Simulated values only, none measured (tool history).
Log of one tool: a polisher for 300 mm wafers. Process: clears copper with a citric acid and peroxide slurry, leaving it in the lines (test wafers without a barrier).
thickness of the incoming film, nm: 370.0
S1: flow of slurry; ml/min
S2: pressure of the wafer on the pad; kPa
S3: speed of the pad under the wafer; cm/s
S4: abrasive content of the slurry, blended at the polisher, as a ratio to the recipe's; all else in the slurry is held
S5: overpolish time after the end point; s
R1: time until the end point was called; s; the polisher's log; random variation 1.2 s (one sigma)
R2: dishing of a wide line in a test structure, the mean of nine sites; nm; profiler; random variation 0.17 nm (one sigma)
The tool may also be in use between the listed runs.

Run 1, hour 0: S1 315 ml/min, S2 23.4 kPa, S3 92 cm/s, S4 1, S5 8 s. Result: R1 163.8 s, R2 13.865 nm.
Run 2, hour 2.8: S1 315 ml/min, S2 24.1 kPa, S3 92 cm/s, S4 1, S5 6 s. Result: R1 162.26 s, R2 11.354 nm.
Run 3, hour 7.3: S1 315 ml/min, S2 24.8 kPa, S3 94 cm/s, S4 1, S5 5 s. Result: R1 153.77 s, R2 9.8545 nm.
Run 4, hour 15.8: S1 315 ml/min, S2 24.8 kPa, S3 102 cm/s, S4 1, S5 5 s. Result: R1 140.07 s, R2 10.346 nm.
Run 5, hour 21.2: S1 305 ml/min, S2 24.8 kPa, S3 104 cm/s, S4 0.95, S5 4 s. Result: R1 140.79 s, R2 8.5595 nm.
Run 6, hour 22.4: S1 305 ml/min, S2 24.8 kPa, S3 126 cm/s, S4 0.95, S5 4 s. Result: R1 117.21 s, R2 10.463 nm.
Run 7, hour 24.3: S1 320 ml/min, S2 21.4 kPa, S3 122 cm/s, S4 1.05, S5 2 s. Result: R1 137.8 s, R2 4.3494 nm.
Run 8, hour 31.5: S1 315 ml/min, S2 22.1 kPa, S3 120 cm/s, S4 1, S5 2 s. Result: R1 135.84 s, R2 4.7656 nm.
Run 9, hour 39.7: S1 310 ml/min, S2 22.8 kPa, S3 120 cm/s, S4 0.95, S5 2 s. Result: R1 133.19 s, R2 4.4106 nm.
Run 10, hour 41.5: S1 330 ml/min, S2 21.4 kPa, S3 122 cm/s, S4 1.2, S5 5 s. Result: R1 130 s, R2 11.218 nm.
Run 11, hour 47.3: S1 330 ml/min, S2 21.4 kPa, S3 124 cm/s, S4 1.15, S5 5 s. Result: R1 131.99 s, R2 11.258 nm.
Run 12, hour 50: S1 285 ml/min, S2 17.2 kPa, S3 122 cm/s, S4 1.4, S5 2 s. Result: R1 157.8 s, R2 3.8455 nm.
Run 13, hour 51.3: S1 310 ml/min, S2 17.9 kPa, S3 122 cm/s, S4 1.4, S5 2 s. Result: R1 149.7 s, R2 4.0831 nm.

Forecast run 14:
Run 14, hour 57.1: S1 320 ml/min, S2 18.6 kPa, S3 122 cm/s, S4 1.4, S5 2 s. Result: R1 ?, R2 ?.

Run 14 gave R1 145.36 s, R2 4.1111 nm.

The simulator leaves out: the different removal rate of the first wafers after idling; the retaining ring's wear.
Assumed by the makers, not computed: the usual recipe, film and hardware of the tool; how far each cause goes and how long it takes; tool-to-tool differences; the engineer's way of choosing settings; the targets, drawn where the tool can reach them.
